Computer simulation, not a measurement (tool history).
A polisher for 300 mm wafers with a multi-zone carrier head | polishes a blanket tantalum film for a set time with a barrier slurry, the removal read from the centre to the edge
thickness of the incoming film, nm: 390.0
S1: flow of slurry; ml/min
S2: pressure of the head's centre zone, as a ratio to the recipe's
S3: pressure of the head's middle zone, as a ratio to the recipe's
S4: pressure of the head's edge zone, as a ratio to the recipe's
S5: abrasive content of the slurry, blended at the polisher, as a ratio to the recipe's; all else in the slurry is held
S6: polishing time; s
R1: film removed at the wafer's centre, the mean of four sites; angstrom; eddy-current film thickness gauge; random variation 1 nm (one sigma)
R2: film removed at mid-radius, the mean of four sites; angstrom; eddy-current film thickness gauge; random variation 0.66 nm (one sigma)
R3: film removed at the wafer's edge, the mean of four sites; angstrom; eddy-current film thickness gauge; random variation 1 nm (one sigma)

run    day   S1    S2    S3    S4   S5  S6      R1      R2      R3
  1      0  260     1     1     1    1  64  898.33   884.5  889.19
  2  0.229  295     1     1     1    1  64  920.84  885.49  899.18
  3  0.342  295     1     1     1  0.8  64  868.13  850.01  824.72
  4  0.371  295     1     1     1  0.6  64  775.44  772.27  755.79
  5  0.517  295     1     1     1  0.6  70  845.04  853.09  823.25
  6  0.571  295     1     1     1  0.5  70  804.96  787.23  788.43
  7  0.846  305  1.01  1.01  0.98  0.5  70  786.77  790.29  799.28
  8  1.121  285  1.01  1.02  1.02  0.5  69  789.38   796.9   780.4
  9  1.488  285  1.04  1.05  1.04  0.5  68  806.29   794.4  776.91
 10  1.829  280  1.06  1.07  1.02  0.5  68  798.45  804.96  762.68
 11   2.05  325  1.16  1.11  0.93  0.5  68  898.78   848.9  741.63

Run 12 comes next. What will it give?
 12  2.288  320  1.15  1.11  0.93  0.5  68   ?   ?   ?

Run 12 gave R1 906.52 angstrom, R2 841.43 angstrom, R3 735.69 angstrom.

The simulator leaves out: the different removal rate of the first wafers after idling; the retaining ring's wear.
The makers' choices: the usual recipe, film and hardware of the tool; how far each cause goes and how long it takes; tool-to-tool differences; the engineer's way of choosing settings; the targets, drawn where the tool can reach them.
